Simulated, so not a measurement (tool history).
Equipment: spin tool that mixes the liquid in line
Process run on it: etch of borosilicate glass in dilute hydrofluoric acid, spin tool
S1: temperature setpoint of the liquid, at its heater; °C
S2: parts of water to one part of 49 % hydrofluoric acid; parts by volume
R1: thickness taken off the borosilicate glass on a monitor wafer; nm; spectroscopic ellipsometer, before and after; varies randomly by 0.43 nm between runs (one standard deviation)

run 1 hour=0 | S1=20 S2=285 time_under_the_liquid_(s)=280 | R1=17.049
run 2 hour=2.4 | S1=20 S2=240 time_under_the_liquid_(s)=280 | R1=20.847
run 3 hour=8.5 | S1=18 S2=240 time_under_the_liquid_(s)=280 | R1=19.461
run 4 hour=11.7 | S1=21 S2=195 time_under_the_liquid_(s)=280 | R1=27.989
run 5 hour=17.8 | S1=21 S2=150 time_under_the_liquid_(s)=280 | R1=38.176
run 6 hour=19.4 | S1=21 S2=105 time_under_the_liquid_(s)=280 | R1=56.173
run 7 hour=20.6 | S1=20 S2=105 time_under_the_liquid_(s)=280 | R1=55.188

Forecast run 8:
run 8 hour=24.6 | S1=19.5 S2=110 time_under_the_liquid_(s)=280 | R1=?

R1: 50.985 nm
